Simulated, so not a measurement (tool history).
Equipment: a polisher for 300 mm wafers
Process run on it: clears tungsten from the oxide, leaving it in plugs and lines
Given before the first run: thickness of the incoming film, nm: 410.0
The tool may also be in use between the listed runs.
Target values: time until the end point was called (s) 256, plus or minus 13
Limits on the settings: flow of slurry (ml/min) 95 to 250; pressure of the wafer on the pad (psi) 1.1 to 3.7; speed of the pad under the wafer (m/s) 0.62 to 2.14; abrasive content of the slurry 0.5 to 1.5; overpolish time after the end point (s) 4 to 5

| run | hour | flow of slurry (ml/min) | pressure of the wafer on the pad (psi) | speed of the pad under the wafer (m/s) | abrasive content of the slurry | overpolish time after the end point (s) | time until the end point was called (s) |
|---|---|---|---|---|---|---|---|
| 1 | 0 | 160 | 2.4 | 1.38 | 1 | 5 | 118.43 |
| 2 | 6.2 | 190 | 2.4 | 1.38 | 1 | 5 | 117.83 |
| 3 | 14.9 | 190 | 2.2 | 1.3 | 1 | 5 | 135.23 |
| 4 | 17 | 190 | 2 | 1.24 | 1 | 5 | 145.15 |
| 5 | 23.7 | 190 | 1.8 | 1.14 | 1 | 5 | 162.21 |
| 6 | 25.8 | 190 | 1.7 | 1.06 | 1 | 5 | 182.21 |
| 7 | 28.3 | 190 | 1.6 | 1.02 | 1 | 5 | 203.03 |
| 8 | 37.1 | 190 | 1.5 | 1.02 | 1 | 5 | 200.98 |
| 9 | 44.4 | 190 | 1.4 | 0.98 | 1 | 5 | 222.1 |
| 10 | 51.8 | 190 | 1.3 | 0.98 | 1 | 5 | 220.8 |
|  | 60.3 | head pressure recalibrated |
| 11 | 60.3 | 190 | 1.3 | 0.96 | 1 | 5 | 223.72 |

Which of these 4 next moves meets every target?
| A | 68.8 | 190 | 1.6 | 1.04 | 1 | 4 | ? |
| B | 68.8 | 195 | 1.3 | 0.84 | 0.9 | 4 | ? |
| C | 68.8 | 220 | 1.1 | 0.74 | 1 | 5 | ? |
| D | 68.8 | 200 | 1.5 | 0.88 | 0.95 | 5 | ? |

| move | time until the end point was called (s) |
|---|---|
| A | 184.04 |
| B | 254.04 |
| C | 296.54 |
| D | 224.02 |
A: the biggest miss grows against the last run
B: every result within its allowed miss
C: carries the result that was furthest off beyond its target, to the other side
D: just as far off the targets as the last run
The move that meets every target is B.
